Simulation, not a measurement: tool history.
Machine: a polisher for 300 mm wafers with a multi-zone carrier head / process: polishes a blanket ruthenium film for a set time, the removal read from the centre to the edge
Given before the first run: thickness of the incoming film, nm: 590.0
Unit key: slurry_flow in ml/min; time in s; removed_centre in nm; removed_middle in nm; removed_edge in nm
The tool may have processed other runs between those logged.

Run 1, hour 0.0: slurry_flow 185 ml/min, centre_zone 1.00, middle_zone 1.00, edge_zone 1.00, time 65 s. Result: removed_centre 69.309 nm, removed_middle 64.164 nm, removed_edge 64.365 nm.
Run 2, hour 6.1: slurry_flow 195 ml/min, centre_zone 0.99, middle_zone 1.02, edge_zone 1.04, time 71 s. Result: removed_centre 77.692 nm, removed_middle 69.903 nm, removed_edge 72.597 nm.
Run 3, hour 12.4: slurry_flow 195 ml/min, centre_zone 0.96, middle_zone 1.05, edge_zone 1.05, time 76 s. Result: removed_centre 79.650 nm, removed_middle 78.192 nm, removed_edge 77.373 nm.
Run 4, hour 14.9: slurry_flow 195 ml/min, centre_zone 0.96, middle_zone 0.98, edge_zone 1.05, time 76 s. Result: removed_centre 80.358 nm, removed_middle 74.806 nm, removed_edge 77.304 nm.
Run 5, hour 19.5: slurry_flow 195 ml/min, centre_zone 0.96, middle_zone 0.98, edge_zone 0.97, time 76 s. Result: removed_centre 78.773 nm, removed_middle 75.221 nm, removed_edge 75.054 nm.
Run 6, hour 20.3: slurry_flow 195 ml/min, centre_zone 0.89, middle_zone 0.98, edge_zone 0.97, time 76 s. Result: removed_centre 74.115 nm, removed_middle 74.602 nm, removed_edge 74.651 nm.
Run 7, hour 26.2: slurry_flow 200 ml/min, centre_zone 0.89, middle_zone 1.00, edge_zone 1.00, time 80 s. Result: removed_centre 78.563 nm, removed_middle 79.991 nm, removed_edge 80.427 nm.
Run 8, hour 34.3: slurry_flow 205 ml/min, centre_zone 0.89, middle_zone 1.02, edge_zone 1.03, time 83 s. Result: removed_centre 81.546 nm, removed_middle 85.367 nm, removed_edge 84.385 nm.
Run 9, hour 39.8: slurry_flow 205 ml/min, centre_zone 0.90, middle_zone 1.03, edge_zone 1.05, time 86 s. Result: removed_centre 85.059 nm, removed_middle 88.955 nm, removed_edge 87.853 nm.

What does the tool deliver on the next run?
At hour 48.1: centre zone pressure recalibrated.
Run 10, hour 48.1: slurry_flow 255 ml/min, centre_zone 0.91, middle_zone 1.05, edge_zone 1.13, time 96 s. Result: removed_centre ?, removed_middle ?, removed_edge ?.

Run 10 produced removed_centre 90.559 nm, removed_middle 100.690 nm, removed_edge 104.550 nm.
